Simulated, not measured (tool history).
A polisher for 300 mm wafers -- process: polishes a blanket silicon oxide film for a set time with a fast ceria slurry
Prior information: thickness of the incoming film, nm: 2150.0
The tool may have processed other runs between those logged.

run    day  flow of slurry (ml/min)  pressure of the wafer on the pad (kPa)  speed of the pad under the wafer (cm/s)  polishing time (s)  film removed (nm)
  1  0.000                      290                                    17.2                                      116                  30             415.87
  2  0.204                      290                                    13.8                                      116                  30             335.46
  3  0.412                      290                                    13.8                                      102                  30             306.34
  4  0.650                      225                                    13.8                                      102                  30             298.60
  5  0.921                      225                                    17.2                                      102                  30             378.77
  6  1.217                      225                                    17.2                                      102                  30             367.59
  7  1.325                      225                                    18.6                                      102                  30             398.78
  8  1.488                      225                                    20.0                                      102                  30             425.90
  9  1.546                      225                                    21.4                                      102                  30             459.63

What will run 10 give?
 10  1.842                      225                                    22.1                                      102                  30                  ?

{"run 10": {"film removed (nm)": 465.34}}
